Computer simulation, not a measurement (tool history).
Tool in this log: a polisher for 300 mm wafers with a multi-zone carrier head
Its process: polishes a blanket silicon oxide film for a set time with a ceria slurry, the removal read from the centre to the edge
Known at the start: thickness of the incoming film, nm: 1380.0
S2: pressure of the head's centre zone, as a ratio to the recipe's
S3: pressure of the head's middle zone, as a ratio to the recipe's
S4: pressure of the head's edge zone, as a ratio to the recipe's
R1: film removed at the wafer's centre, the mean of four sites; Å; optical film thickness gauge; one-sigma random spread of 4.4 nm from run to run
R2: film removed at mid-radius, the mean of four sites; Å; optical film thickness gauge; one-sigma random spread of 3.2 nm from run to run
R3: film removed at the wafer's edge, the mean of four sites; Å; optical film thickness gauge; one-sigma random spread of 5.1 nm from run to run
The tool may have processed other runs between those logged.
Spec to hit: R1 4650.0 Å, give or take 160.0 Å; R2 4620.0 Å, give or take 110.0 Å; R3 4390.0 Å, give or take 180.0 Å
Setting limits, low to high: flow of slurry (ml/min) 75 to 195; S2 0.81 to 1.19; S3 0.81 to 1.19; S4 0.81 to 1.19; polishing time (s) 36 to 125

Run 1, hour 0.0: flow of slurry (ml/min) 125, S2 1.00, S3 1.00, S4 1.00, polishing time (s) 80. Result: R1 3643.9 Å, R2 3751.4 Å, R3 3866.4 Å.
Run 2, hour 5.0: flow of slurry (ml/min) 125, S2 1.00, S3 1.00, S4 1.00, polishing time (s) 96. Result: R1 4367.6 Å, R2 4500.9 Å, R3 4527.8 Å.
Run 3, hour 7.5: flow of slurry (ml/min) 125, S2 1.00, S3 1.06, S4 1.00, polishing time (s) 96. Result: R1 4304.2 Å, R2 4687.2 Å, R3 4501.1 Å.
Run 4, hour 9.7: flow of slurry (ml/min) 125, S2 1.00, S3 1.01, S4 1.00, polishing time (s) 96. Result: R1 4403.0 Å, R2 4498.3 Å, R3 4528.5 Å.
Run 5, hour 17.6: flow of slurry (ml/min) 125, S2 1.00, S3 1.01, S4 1.00, polishing time (s) 82. Result: R1 3732.3 Å, R2 3907.0 Å, R3 3969.0 Å.
Run 6, hour 18.8: flow of slurry (ml/min) 125, S2 0.97, S3 1.01, S4 1.00, polishing time (s) 82. Result: R1 3650.2 Å, R2 3845.5 Å, R3 3887.2 Å.
Run 7, hour 19.8: flow of slurry (ml/min) 135, S2 0.99, S3 1.02, S4 1.00, polishing time (s) 82. Result: R1 3795.6 Å, R2 3991.7 Å, R3 3963.2 Å.
Run 8, hour 24.4: flow of slurry (ml/min) 145, S2 1.00, S3 1.02, S4 1.00, polishing time (s) 82. Result: R1 3866.0 Å, R2 4011.4 Å, R3 3913.6 Å.
Run 9, hour 27.8: flow of slurry (ml/min) 150, S2 1.02, S3 1.03, S4 1.02, polishing time (s) 83. Result: R1 3999.8 Å, R2 4108.5 Å, R3 3980.6 Å.
Run 10, hour 32.8: flow of slurry (ml/min) 150, S2 1.03, S3 1.03, S4 1.03, polishing time (s) 84. Result: R1 4127.7 Å, R2 4162.9 Å, R3 4116.6 Å.

4 next moves are on the table. One of them brings every result within its allowed miss. Which?
Run A, hour 37.8: flow of slurry (ml/min) 145, S2 1.04, S3 1.00, S4 0.89, polishing time (s) 95. Result: R1 ?, R2 ?, R3 ?.
Run B, hour 37.8: flow of slurry (ml/min) 140, S2 1.19, S3 0.95, S4 1.10, polishing time (s) 81. Result: R1 ?, R2 ?, R3 ?.
Run C, hour 37.8: flow of slurry (ml/min) 185, S2 1.13, S3 1.04, S4 0.99, polishing time (s) 88. Result: R1 ?, R2 ?, R3 ?.
Run D, hour 37.8: flow of slurry (ml/min) 195, S2 1.14, S3 1.08, S4 0.96, polishing time (s) 89. Result: R1 ?, R2 ?, R3 ?.

move      R1      R2      R3
   A  4658.6  4575.9  4390.3
   B  4509.1  3712.0  4012.6
   C  4935.7  4574.4  4354.2
   D  5084.1  4810.6  4381.2
A: every result within its allowed miss
B: its largest miss is bigger than the last run's
C: corrects the largest miss of the last run, while another result sits out of spec
D: carries the result that was furthest off beyond its target, to the other side
So the answer is move A, the one that meets all the targets.
